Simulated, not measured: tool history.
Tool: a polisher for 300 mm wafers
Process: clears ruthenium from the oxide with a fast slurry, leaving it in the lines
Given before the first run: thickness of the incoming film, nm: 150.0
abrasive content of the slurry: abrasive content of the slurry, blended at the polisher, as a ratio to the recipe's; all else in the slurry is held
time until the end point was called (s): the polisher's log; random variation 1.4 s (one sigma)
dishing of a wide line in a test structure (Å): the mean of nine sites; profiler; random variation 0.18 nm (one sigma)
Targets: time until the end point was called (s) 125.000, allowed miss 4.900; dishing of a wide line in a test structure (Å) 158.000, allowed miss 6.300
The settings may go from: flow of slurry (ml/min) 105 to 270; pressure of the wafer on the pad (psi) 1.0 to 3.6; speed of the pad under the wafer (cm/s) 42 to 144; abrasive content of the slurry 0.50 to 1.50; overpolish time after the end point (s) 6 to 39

| run | day | flow of slurry (ml/min) | pressure of the wafer on the pad (psi) | speed of the pad under the wafer (cm/s) | abrasive content of the slurry | overpolish time after the end point (s) | time until the end point was called (s) | dishing of a wide line in a test structure (Å) |
|---|---|---|---|---|---|---|---|---|
| 1 | 0.000 | 175 | 2.3 | 92 | 1.00 | 20 | 58.917 | 395.740 |
| 2 | 0.362 | 175 | 2.8 | 92 | 1.00 | 20 | 49.074 | 445.940 |
| 3 | 0.521 | 175 | 2.6 | 88 | 1.00 | 19 | 54.965 | 400.640 |
| 4 | 0.662 | 175 | 2.5 | 84 | 1.00 | 18 | 60.333 | 356.000 |
| 5 | 0.850 | 175 | 2.9 | 84 | 1.00 | 18 | 52.219 | 404.460 |
| 6 | 1.133 | 175 | 2.6 | 84 | 1.00 | 18 | 58.070 | 373.330 |
| 7 | 1.346 | 175 | 2.5 | 82 | 1.00 | 17 | 61.391 | 330.000 |
| 8 | 1.642 | 175 | 2.3 | 80 | 1.00 | 17 | 67.970 | 321.020 |
| 9 | 1.733 | 190 | 1.7 | 54 | 0.95 | 7 | 135.510 | 77.806 |
| 10 | 1.954 | 185 | 1.7 | 54 | 0.95 | 8 | 135.520 | 90.674 |
| 11 | 2.058 | 135 | 2.0 | 54 | 0.95 | 16 | 121.830 | 182.770 |
| 12 | 2.129 | 140 | 2.0 | 54 | 0.95 | 16 | 120.580 | 182.960 |
| 13 | 2.471 | 145 | 2.0 | 54 | 0.95 | 16 | 120.850 | 183.660 |
| 14 | 2.571 | 150 | 2.0 | 54 | 0.95 | 16 | 117.170 | 188.480 |
| 15 | 2.875 | 160 | 1.9 | 54 | 0.95 | 15 | 124.040 | 168.800 |

Pick the move, out of 5, that brings all results within their allowed miss; only one does.
| A | 3.179 | 205 | 1.5 | 72 | 0.85 | 16 | ? | ? |
| B | 3.179 | 185 | 1.7 | 56 | 1.10 | 14 | ? | ? |
| C | 3.179 | 170 | 1.9 | 58 | 1.00 | 11 | ? | ? |
| D | 3.179 | 170 | 2.1 | 50 | 0.85 | 16 | ? | ? |
| E | 3.179 | 160 | 2.0 | 54 | 1.00 | 15 | ? | ? |

| move | time until the end point was called (s) | dishing of a wide line in a test structure (Å) |
|---|---|---|
| A | 119.510 | 185.860 |
| B | 124.460 | 159.190 |
| C | 113.490 | 139.110 |
| D | 126.040 | 177.330 |
| E | 116.840 | 179.100 |
A: its largest miss is bigger than the last run's
B: all results in spec
C: takes the result that was furthest off past its target
D: its largest miss is bigger than the last run's
E: its largest miss is bigger than the last run's
Go with B: it meets all targets.
